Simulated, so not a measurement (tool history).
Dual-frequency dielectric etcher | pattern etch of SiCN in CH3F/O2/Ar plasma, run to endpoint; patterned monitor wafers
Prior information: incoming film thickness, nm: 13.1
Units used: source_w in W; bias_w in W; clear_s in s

| run | day | source_w | bias_w | clear_s |
|---|---|---|---|---|
| 1 | 0 | 510 | 91 | 26.796 |
| 2 | 0.075 | 510 | 85 | 27.764 |
| 3 | 0.417 | 510 | 97 | 26.107 |
| 4 | 0.667 | 550 | 97 | 26.168 |
| 5 | 0.921 | 630 | 97 | 24.859 |
| 6 | 1.238 | 600 | 92 | 25.515 |

Predict the results of run 7:
| 7 | 1.358 | 570 | 88 | ? |

Run 7 yielded clear_s 26.557 s.
